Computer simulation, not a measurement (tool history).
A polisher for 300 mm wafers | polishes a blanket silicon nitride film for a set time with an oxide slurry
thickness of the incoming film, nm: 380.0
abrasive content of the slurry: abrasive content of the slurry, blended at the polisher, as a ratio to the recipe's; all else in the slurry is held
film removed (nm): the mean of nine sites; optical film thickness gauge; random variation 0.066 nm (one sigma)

| run | hour | flow of slurry (ml/min) | pressure of the wafer on the pad (psi) | speed of the pad under the wafer (cm/s) | abrasive content of the slurry | polishing time (s) | film removed (nm) |
|---|---|---|---|---|---|---|---|
| 1 | 0.0 | 315 | 3.7 | 104 | 1.0 | 30 | 17.964 |
| 2 | 7.6 | 270 | 3.7 | 104 | 1.0 | 30 | 17.883 |
| 3 | 16.4 | 270 | 3.4 | 100 | 1.0 | 30 | 15.858 |
| 4 | 17.7 | 270 | 3.1 | 96 | 1.0 | 30 | 14.189 |
| 5 | 22.1 | 270 | 2.9 | 94 | 1.0 | 30 | 13.313 |
| 6 | 24.5 | 270 | 2.9 | 94 | 1.0 | 27 | 11.645 |
| 7 | 32.0 | 270 | 2.7 | 94 | 1.0 | 27 | 11.194 |
| 8 | 33.8 | 270 | 2.5 | 94 | 1.0 | 27 | 10.508 |

Estimate the outcome of run 9 from the log above:
| 9 | 40.3 | 270 | 2.4 | 94 | 1.0 | 27 | ? |

Run 9 yielded film removed (nm) 10.012.
